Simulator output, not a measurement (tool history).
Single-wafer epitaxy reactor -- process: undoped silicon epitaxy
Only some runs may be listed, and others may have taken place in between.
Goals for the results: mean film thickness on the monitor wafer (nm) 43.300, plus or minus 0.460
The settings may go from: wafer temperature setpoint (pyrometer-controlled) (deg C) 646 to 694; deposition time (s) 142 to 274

run  hour  wafer temperature setpoint (pyrometer-controlled) (deg C)  deposition time (s)  mean film thickness on the monitor wafer (nm)
  1   0.0                                                        670                  208                                         60.601
  2   8.7                                                        670                  235                                         68.978
  3  12.8                                                        670                  260                                         76.115
  4  13.9                                                        676                  260                                         86.152
  5  17.2                                                        686                  260                                        104.870
  6  23.3                                                        677                  255                                         85.791
  7  29.3                                                        670                  251                                         73.422
  8  35.4                                                        665                  248                                         65.311
  9  39.0                                                        661                  247                                         59.981
 10  42.4                                                        658                  246                                         56.293
 11  43.6                                                        655                  245                                         52.400
 12  48.3                                                        653                  245                                         50.273
 13  50.1                                                        651                  245                                         48.110
 14  58.4                                                        650                  245                                         47.340
 15  67.3                                                        649                  245                                         46.582
 16  68.0                                                        648                  244                                         45.003
 17  68.8                                                        647                  244                                         44.181

Below are 4 possible settings for the next run. Only one of them brings all results inside the allowed miss of their targets. Which is it?
  A  69.6                                                        648                  240                                              ?
  B  69.6                                                        647                  250                                              ?
  C  69.6                                                        648                  234                                              ?
  D  69.6                                                        651                  228                                              ?

move  mean film thickness on the monitor wafer (nm)
   A                                         44.453
   B                                         45.328
   C                                         43.341
   D                                         45.007
A: further off than the last run
B: further off than the last run
C: in spec on every target
D: further off than the last run
C meets every target.
